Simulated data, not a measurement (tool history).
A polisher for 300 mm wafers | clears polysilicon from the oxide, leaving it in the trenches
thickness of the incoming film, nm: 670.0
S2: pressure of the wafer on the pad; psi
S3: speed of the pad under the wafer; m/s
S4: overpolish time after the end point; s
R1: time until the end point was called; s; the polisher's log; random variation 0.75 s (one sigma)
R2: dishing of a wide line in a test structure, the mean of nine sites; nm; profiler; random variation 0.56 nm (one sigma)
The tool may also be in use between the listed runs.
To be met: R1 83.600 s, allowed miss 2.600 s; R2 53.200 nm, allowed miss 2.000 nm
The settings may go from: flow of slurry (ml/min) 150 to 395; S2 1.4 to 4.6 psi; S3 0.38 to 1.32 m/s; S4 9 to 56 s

Run 1, hour 0.0: flow of slurry (ml/min) 250, S2 3.0 psi, S3 0.84 m/s, S4 29 s. Result: R1 51.741 s, R2 60.710 nm.
Run 2, hour 6.2: flow of slurry (ml/min) 250, S2 3.7 psi, S3 0.84 m/s, S4 29 s. Result: R1 42.863 s, R2 62.230 nm.
Run 3, hour 10.4: flow of slurry (ml/min) 250, S2 4.0 psi, S3 0.84 m/s, S4 29 s. Result: R1 40.432 s, R2 60.274 nm.
Run 4, hour 14.3: flow of slurry (ml/min) 245, S2 3.7 psi, S3 0.74 m/s, S4 24 s. Result: R1 48.750 s, R2 60.425 nm.
At hour 19.1: worn pad replaced by a new one.
Run 5, hour 19.1: flow of slurry (ml/min) 240, S2 3.3 psi, S3 0.70 m/s, S4 20 s. Result: R1 51.392 s, R2 58.985 nm.
Run 6, hour 20.7: flow of slurry (ml/min) 215, S2 2.9 psi, S3 0.66 m/s, S4 17 s. Result: R1 62.895 s, R2 57.157 nm.
Run 7, hour 27.9: flow of slurry (ml/min) 200, S2 2.7 psi, S3 0.66 m/s, S4 15 s. Result: R1 67.515 s, R2 53.236 nm.
Run 8, hour 29.0: flow of slurry (ml/min) 200, S2 2.6 psi, S3 0.66 m/s, S4 17 s. Result: R1 68.681 s, R2 54.959 nm.
Run 9, hour 36.3: flow of slurry (ml/min) 200, S2 2.6 psi, S3 0.66 m/s, S4 17 s. Result: R1 68.675 s, R2 55.913 nm.
Run 10, hour 41.2: flow of slurry (ml/min) 190, S2 2.4 psi, S3 0.66 m/s, S4 16 s. Result: R1 75.573 s, R2 53.843 nm.
Run 11, hour 43.4: flow of slurry (ml/min) 185, S2 2.3 psi, S3 0.66 m/s, S4 17 s. Result: R1 78.271 s, R2 53.935 nm.
Run 12, hour 50.7: flow of slurry (ml/min) 185, S2 2.1 psi, S3 0.66 m/s, S4 9 s. Result: R1 83.736 s, R2 38.226 nm.
Run 13, hour 57.0: flow of slurry (ml/min) 180, S2 2.2 psi, S3 0.62 m/s, S4 10 s. Result: R1 84.620 s, R2 40.668 nm.
Run 14, hour 64.6: flow of slurry (ml/min) 180, S2 2.3 psi, S3 0.60 m/s, S4 12 s. Result: R1 84.534 s, R2 44.044 nm.
Run 15, hour 69.0: flow of slurry (ml/min) 175, S2 2.3 psi, S3 0.60 m/s, S4 14 s. Result: R1 85.700 s, R2 47.188 nm.
Run 16, hour 73.7: flow of slurry (ml/min) 185, S2 2.3 psi, S3 0.60 m/s, S4 15 s. Result: R1 85.750 s, R2 49.808 nm.

Which of these 5 next moves meets every target?
Run A, hour 78.4: flow of slurry (ml/min) 280, S2 2.1 psi, S3 0.62 m/s, S4 18 s. Result: R1 ?, R2 ?.
Run B, hour 78.4: flow of slurry (ml/min) 180, S2 2.3 psi, S3 0.60 m/s, S4 12 s. Result: R1 ?, R2 ?.
Run C, hour 78.4: flow of slurry (ml/min) 195, S2 2.6 psi, S3 0.50 m/s, S4 13 s. Result: R1 ?, R2 ?.
Run D, hour 78.4: flow of slurry (ml/min) 150, S2 2.7 psi, S3 0.52 m/s, S4 15 s. Result: R1 ?, R2 ?.
Run E, hour 78.4: flow of slurry (ml/min) 190, S2 2.5 psi, S3 0.52 m/s, S4 16 s. Result: R1 ?, R2 ?.

move      R1      R2
   A  83.695  52.645
   B  84.507  44.618
   C  87.953  45.473
   D  86.251  48.797
   E  88.358  49.577
A: meets every target
B: further off than the last run
C: further off than the last run
D: further off than the last run
E: further off than the last run
Answer: A
